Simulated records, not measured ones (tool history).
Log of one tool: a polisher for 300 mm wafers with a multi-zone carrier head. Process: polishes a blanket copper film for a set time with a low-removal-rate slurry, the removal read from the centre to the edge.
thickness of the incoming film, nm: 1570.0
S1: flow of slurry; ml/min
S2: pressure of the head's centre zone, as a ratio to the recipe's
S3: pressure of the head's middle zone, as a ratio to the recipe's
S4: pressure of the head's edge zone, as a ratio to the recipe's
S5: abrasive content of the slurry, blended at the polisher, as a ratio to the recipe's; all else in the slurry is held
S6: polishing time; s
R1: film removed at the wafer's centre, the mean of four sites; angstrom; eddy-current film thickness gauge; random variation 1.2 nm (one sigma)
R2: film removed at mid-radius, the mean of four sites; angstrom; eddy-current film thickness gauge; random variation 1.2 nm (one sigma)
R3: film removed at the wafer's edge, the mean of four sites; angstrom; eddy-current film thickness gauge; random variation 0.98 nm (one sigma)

{"run": 1, "hour": 0.0, "S1": 200, "S2": 1, "S3": 1, "S4": 1, "S5": 1, "S6": 87, "R1": 1635.6, "R2": 1641.8, "R3": 1597}
{"run": 2, "hour": 1.2, "S1": 200, "S2": 1, "S3": 1, "S4": 0.95, "S5": 1, "S6": 87, "R1": 1640.3, "R2": 1645.2, "R3": 1577.9}
{"run": 3, "hour": 8.6, "S1": 200, "S2": 1, "S3": 0.99, "S4": 0.94, "S5": 0.9, "S6": 82, "R1": 1499.1, "R2": 1506.9, "R3": 1438.3}
{"run": 4, "hour": 12.9, "S1": 200, "S2": 1, "S3": 0.99, "S4": 0.94, "S5": 0.9, "S6": 63, "R1": 1182, "R2": 1158.9, "R3": 1119.8}
{"run": 5, "hour": 15.5, "S1": 200, "S2": 0.92, "S3": 0.99, "S4": 0.94, "S5": 0.9, "S6": 63, "R1": 1076.6, "R2": 1177.7, "R3": 1107.9}
{"run": 6, "hour": 16.1, "S1": 200, "S2": 0.92, "S3": 0.99, "S4": 0.86, "S5": 0.9, "S6": 63, "R1": 1077.8, "R2": 1157.6, "R3": 1077.2}
{"run": 7, "hour": 24.7, "S1": 200, "S2": 0.93, "S3": 0.98, "S4": 0.86, "S5": 0.9, "S6": 63, "R1": 1078.8, "R2": 1142.5, "R3": 1060.2}

Forecast run 8:
{"run": 8, "hour": 33.2, "S1": 205, "S2": 0.94, "S3": 0.97, "S4": 0.87, "S5": 0.9, "S6": 63, "R1": "?", "R2": "?", "R3": "?"}

{"run 8": {"R1": 1105.4, "R2": 1162.3, "R3": 1070.1}}

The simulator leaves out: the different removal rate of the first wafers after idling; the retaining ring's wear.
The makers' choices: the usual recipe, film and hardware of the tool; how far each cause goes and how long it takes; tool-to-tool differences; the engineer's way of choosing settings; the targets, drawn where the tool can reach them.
